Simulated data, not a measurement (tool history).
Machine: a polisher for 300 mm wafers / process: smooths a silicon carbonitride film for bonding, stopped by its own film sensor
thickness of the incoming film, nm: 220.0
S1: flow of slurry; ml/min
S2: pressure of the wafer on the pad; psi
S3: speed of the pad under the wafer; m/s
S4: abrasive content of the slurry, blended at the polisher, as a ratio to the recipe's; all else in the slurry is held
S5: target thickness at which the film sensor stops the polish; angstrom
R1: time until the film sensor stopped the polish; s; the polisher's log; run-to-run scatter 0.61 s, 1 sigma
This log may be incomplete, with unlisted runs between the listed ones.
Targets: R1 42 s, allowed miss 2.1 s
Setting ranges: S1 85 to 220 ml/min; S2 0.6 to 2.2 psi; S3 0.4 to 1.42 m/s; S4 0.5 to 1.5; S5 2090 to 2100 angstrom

{"run": 1, "hour": 0.0, "S1": 140, "S2": 1.4, "S3": 0.9, "S4": 1, "S5": 2090, "R1": 64.357}
{"run": 2, "hour": 4.0, "S1": 140, "S2": 1.4, "S3": 1, "S4": 1, "S5": 2090, "R1": 59.38}
{"run": 3, "hour": 9.8, "S1": 140, "S2": 1.1, "S3": 1, "S4": 1, "S5": 2090, "R1": 73.01}
{"run": 4, "hour": 15.3, "S1": 140, "S2": 1.1, "S3": 0.88, "S4": 1, "S5": 2090, "R1": 78.989}
{"run": 5, "hour": 21.0, "S1": 140, "S2": 1.3, "S3": 0.9, "S4": 1, "S5": 2090, "R1": 69.114}
{"run": 6, "hour": 24.0, "S1": 140, "S2": 1.5, "S3": 0.9, "S4": 1, "S5": 2090, "R1": 59.383}
{"run": 7, "hour": 26.6, "S1": 150, "S2": 1.9, "S3": 0.94, "S4": 1, "S5": 2090, "R1": 47.673}
{"run": 8, "hour": 31.0, "S1": 150, "S2": 2, "S3": 0.96, "S4": 1, "S5": 2090, "R1": 44.665}

Which single option among these 5 for the next run brings every result within its allowed miss of target? Just one does.
{"run": "A", "hour": 35.4, "S1": 165, "S2": 2.2, "S3": 0.84, "S4": 0.95, "S5": 2090, "R1": "?"}
{"run": "B", "hour": 35.4, "S1": 160, "S2": 2.2, "S3": 0.94, "S4": 1.2, "S5": 2090, "R1": "?"}
{"run": "C", "hour": 35.4, "S1": 150, "S2": 2.1, "S3": 0.9, "S4": 0.85, "S5": 2090, "R1": "?"}
{"run": "D", "hour": 35.4, "S1": 140, "S2": 2, "S3": 0.84, "S4": 1.1, "S5": 2100, "R1": "?"}
{"run": "E", "hour": 35.4, "S1": 155, "S2": 2.2, "S3": 1, "S4": 1, "S5": 2100, "R1": "?"}

move=A R1=46.052
move=B R1=38.336
move=C R1=48.877
move=D R1=43.432
move=E R1=36.286
A: moves away from the targets compared with the last run
B: takes the result that was furthest off past its target
C: moves away from the targets compared with the last run
D: every result lands within tolerance
E: takes the result that was furthest off past its target
Answer: D
